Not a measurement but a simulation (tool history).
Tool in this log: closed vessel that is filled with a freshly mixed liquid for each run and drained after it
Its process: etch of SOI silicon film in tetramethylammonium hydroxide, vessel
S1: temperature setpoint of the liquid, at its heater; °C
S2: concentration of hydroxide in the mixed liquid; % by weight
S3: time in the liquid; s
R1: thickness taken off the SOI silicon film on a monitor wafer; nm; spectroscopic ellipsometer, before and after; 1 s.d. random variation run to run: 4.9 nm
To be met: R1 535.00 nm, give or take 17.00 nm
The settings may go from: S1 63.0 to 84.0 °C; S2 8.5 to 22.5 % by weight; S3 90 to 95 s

run  hour    S1    S2  S3      R1
  1   0.0  76.0  15.5  90  866.06
  2   6.5  73.5  15.5  90  746.64
  3  11.3  76.0  15.5  90  867.93
  4  18.9  76.0  15.5  95  899.36
     21.4  -- thermometer replaced
  5  21.4  73.5  15.5  95  745.36
  6  30.5  70.0  15.5  95  612.99
  7  34.0  69.5  15.5  95  580.37
  8  41.0  69.0  15.5  95  574.77

5 candidate next runs follow, results not yet known. Just one meets every target within its allowed miss. Identify it.
  A  48.0  69.5  13.5  95   ?
  B  48.0  69.5  17.0  90   ?
  C  48.0  68.5  13.0  95   ?
  D  48.0  66.5  14.0  90   ?
  E  48.0  63.5   8.5  90   ?

move      R1
   A  619.00
   B  531.68
   C  593.91
   D  481.96
   E  489.49
A: lands further from the targets than the last run did
B: all results in spec
C: lands further from the targets than the last run did
D: takes the result that was furthest off past its target
E: takes the result that was furthest off past its target
The right move is B.

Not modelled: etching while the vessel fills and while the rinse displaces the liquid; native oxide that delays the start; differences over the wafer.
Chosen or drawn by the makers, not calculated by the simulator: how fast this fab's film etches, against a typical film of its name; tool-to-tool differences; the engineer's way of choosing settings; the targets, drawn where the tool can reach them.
